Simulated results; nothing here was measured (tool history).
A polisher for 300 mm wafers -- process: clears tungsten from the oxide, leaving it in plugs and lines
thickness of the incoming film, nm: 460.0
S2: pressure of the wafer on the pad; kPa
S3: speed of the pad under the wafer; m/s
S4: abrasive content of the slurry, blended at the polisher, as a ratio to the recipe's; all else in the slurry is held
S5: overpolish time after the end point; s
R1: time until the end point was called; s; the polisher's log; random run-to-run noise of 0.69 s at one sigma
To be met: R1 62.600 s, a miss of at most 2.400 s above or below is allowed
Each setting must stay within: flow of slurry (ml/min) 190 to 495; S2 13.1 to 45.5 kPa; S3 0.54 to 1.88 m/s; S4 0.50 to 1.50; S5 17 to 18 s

run 1 hour=0.0 | flow_of_slurry_(ml/min)=320 S2=29.0 S3=1.20 S4=1.00 S5=17 | R1=80.613
run 2 hour=7.9 | flow_of_slurry_(ml/min)=320 S2=29.0 S3=1.20 S4=1.15 S5=17 | R1=78.311
run 3 hour=14.3 | flow_of_slurry_(ml/min)=320 S2=30.3 S3=1.20 S4=1.15 S5=17 | R1=73.044
run 4 hour=20.1 | flow_of_slurry_(ml/min)=320 S2=30.3 S3=1.08 S4=1.15 S5=17 | R1=81.629
run 5 hour=23.9 | flow_of_slurry_(ml/min)=320 S2=30.3 S3=1.08 S4=1.25 S5=17 | R1=81.861
run 6 hour=25.6 | flow_of_slurry_(ml/min)=320 S2=30.3 S3=1.08 S4=1.35 S5=17 | R1=80.524
run 7 hour=26.8 | flow_of_slurry_(ml/min)=320 S2=32.4 S3=1.08 S4=1.35 S5=17 | R1=74.012
run 8 hour=35.4 | flow_of_slurry_(ml/min)=320 S2=33.8 S3=1.08 S4=1.35 S5=17 | R1=70.802
run 9 hour=39.6 | flow_of_slurry_(ml/min)=320 S2=34.5 S3=1.08 S4=1.35 S5=17 | R1=71.192
run 10 hour=44.5 | flow_of_slurry_(ml/min)=320 S2=35.9 S3=1.08 S4=1.35 S5=17 | R1=67.209
run 11 hour=49.0 | flow_of_slurry_(ml/min)=320 S2=36.5 S3=1.08 S4=1.35 S5=17 | R1=65.330
run 12 hour=52.5 | flow_of_slurry_(ml/min)=320 S2=37.2 S3=1.08 S4=1.35 S5=17 | R1=64.982

Exercise: of the 4 proposed moves below, exactly one satisfies all targets within the stated allowed misses. Which move is it?
run A hour=56.0 | flow_of_slurry_(ml/min)=275 S2=31.7 S3=1.18 S4=1.50 S5=18 | R1=?
run B hour=56.0 | flow_of_slurry_(ml/min)=340 S2=37.9 S3=0.98 S4=1.30 S5=17 | R1=?
run C hour=56.0 | flow_of_slurry_(ml/min)=295 S2=37.9 S3=1.06 S4=1.25 S5=17 | R1=?
run D hour=56.0 | flow_of_slurry_(ml/min)=305 S2=36.5 S3=1.14 S4=1.45 S5=18 | R1=?

move=A R1=68.255
move=B R1=69.401
move=C R1=65.766
move=D R1=61.287
A: further off than the last run
B: further off than the last run
C: further off than the last run
D: each result inside its tolerance
The right move is D.
